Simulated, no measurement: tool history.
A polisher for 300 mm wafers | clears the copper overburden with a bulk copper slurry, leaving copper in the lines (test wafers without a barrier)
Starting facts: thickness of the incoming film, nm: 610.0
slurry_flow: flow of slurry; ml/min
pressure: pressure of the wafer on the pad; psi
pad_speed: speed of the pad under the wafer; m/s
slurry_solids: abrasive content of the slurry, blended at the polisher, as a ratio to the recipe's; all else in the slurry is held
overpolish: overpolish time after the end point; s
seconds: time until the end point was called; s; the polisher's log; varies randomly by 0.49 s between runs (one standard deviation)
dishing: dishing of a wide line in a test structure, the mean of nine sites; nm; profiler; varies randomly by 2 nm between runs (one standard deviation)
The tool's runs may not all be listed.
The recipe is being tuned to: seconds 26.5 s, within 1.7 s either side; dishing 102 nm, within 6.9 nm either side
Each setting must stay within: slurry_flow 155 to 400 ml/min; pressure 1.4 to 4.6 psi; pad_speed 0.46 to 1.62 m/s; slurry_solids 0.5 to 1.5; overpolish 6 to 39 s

run,hour,slurry_flow,pressure,pad_speed,slurry_solids,overpolish,seconds,dishing
1,0,255,3,1.04,1,20,45.408,84.575
2,0.7,285,3,1.04,1,20,44.614,86.274
3,2.9,285,3.4,1.06,1,19,38.416,90.627
4,4.6,310,3.4,1.06,1,19,39.122,88.931
5,7.7,310,3.4,1.06,0.85,19,39.091,90.735
6,8.3,310,3.4,1.06,0.95,19,40.055,88.495
7,12.3,310,3.8,1.08,0.95,18,34.362,93.303
8,14,310,4,1.1,0.95,18,32.757,91.327
9,18,310,4.2,1.14,0.95,19,29.706,96.697

Exactly one of the 5 candidate moves below puts every result within its allowed miss. Which one?
A,22,310,4,1.36,1,10,?,?
B,22,315,3.7,1.18,1.05,25,?,?
C,22,285,4.1,1.14,1,17,?,?
D,22,355,4.6,1.2,0.95,21,?,?
E,22,275,4.2,0.96,1,25,?,?

move,seconds,dishing
A,26.83,85.112
B,32.481,99.881
C,31.044,96.003
D,26.467,103.8
E,35.58,100.84
A: the furthest-off result lands on target, but another misses its tolerance
B: misses by more than the last run did
C: misses by more than the last run did
D: hits every target within its allowed miss
E: misses by more than the last run did
Answer: D

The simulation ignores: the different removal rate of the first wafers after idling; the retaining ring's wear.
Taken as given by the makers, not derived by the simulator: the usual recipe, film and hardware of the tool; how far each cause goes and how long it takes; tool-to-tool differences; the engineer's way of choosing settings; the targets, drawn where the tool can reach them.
